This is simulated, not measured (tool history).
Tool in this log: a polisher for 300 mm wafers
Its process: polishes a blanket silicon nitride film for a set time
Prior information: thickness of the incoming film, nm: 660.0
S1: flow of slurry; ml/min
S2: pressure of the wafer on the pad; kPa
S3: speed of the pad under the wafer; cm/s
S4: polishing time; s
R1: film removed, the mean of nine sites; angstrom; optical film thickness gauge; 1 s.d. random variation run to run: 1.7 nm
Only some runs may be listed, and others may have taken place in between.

run 1 hour=0.0 | S1=145 S2=17.2 S3=124 S4=105 | R1=1639.1
run 2 hour=4.8 | S1=145 S2=17.2 S3=112 S4=105 | R1=1528.3
run 3 hour=13.4 | S1=155 S2=19.3 S3=112 S4=105 | R1=1690.5
run 4 hour=14.7 | S1=155 S2=19.3 S3=112 S4=105 | R1=1679.6
run 5 hour=20.8 | S1=130 S2=19.3 S3=112 S4=105 | R1=1640.1
run 6 hour=25.4 | S1=140 S2=21.4 S3=112 S4=105 | R1=1853.2
run 7 hour=26.2 | S1=140 S2=21.4 S3=112 S4=105 | R1=1861.1
run 8 hour=29.3 | S1=145 S2=22.8 S3=112 S4=105 | R1=1973.9
run 9 hour=38.1 | S1=150 S2=24.1 S3=114 S4=105 | R1=2114.3
run 10 hour=45.4 | S1=150 S2=24.8 S3=116 S4=105 | R1=2246.4

Run 11 is up next; what results do you expect?
run 11 hour=47.2 | S1=150 S2=25.5 S3=116 S4=105 | R1=?

R1: 2256.3 angstrom

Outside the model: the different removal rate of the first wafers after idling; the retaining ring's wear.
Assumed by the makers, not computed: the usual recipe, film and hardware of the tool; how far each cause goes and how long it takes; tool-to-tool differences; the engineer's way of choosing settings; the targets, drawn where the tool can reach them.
